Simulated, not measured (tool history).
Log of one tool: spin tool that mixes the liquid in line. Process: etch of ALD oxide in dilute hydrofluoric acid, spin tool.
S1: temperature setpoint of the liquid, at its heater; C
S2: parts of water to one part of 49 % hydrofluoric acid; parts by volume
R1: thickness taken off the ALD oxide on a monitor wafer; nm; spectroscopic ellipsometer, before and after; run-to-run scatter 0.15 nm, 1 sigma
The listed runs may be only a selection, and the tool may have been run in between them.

run 1 hour=0.0 | S1=23.0 S2=75 time_under_the_liquid_(s)=95 | R1=41.363
run 2 hour=2.0 | S1=21.0 S2=75 time_under_the_liquid_(s)=95 | R1=37.735
run 3 hour=6.2 | S1=21.0 S2=75 time_under_the_liquid_(s)=95 | R1=38.596
run 4 hour=9.1 | S1=22.5 S2=75 time_under_the_liquid_(s)=95 | R1=40.807
run 5 hour=12.2 | S1=22.5 S2=75 time_under_the_liquid_(s)=100 | R1=43.168
run 6 hour=16.4 | S1=22.5 S2=85 time_under_the_liquid_(s)=100 | R1=37.358
run 7 hour=20.1 | S1=21.5 S2=90 time_under_the_liquid_(s)=100 | R1=33.989
run 8 hour=28.0 | S1=20.5 S2=95 time_under_the_liquid_(s)=100 | R1=30.675
run 9 hour=33.5 | S1=20.0 S2=100 time_under_the_liquid_(s)=100 | R1=28.263

Expected results for the next run?
run 10 hour=40.3 | S1=19.5 S2=100 time_under_the_liquid_(s)=100 | R1=?

{"run 10": {"R1": 27.695}}
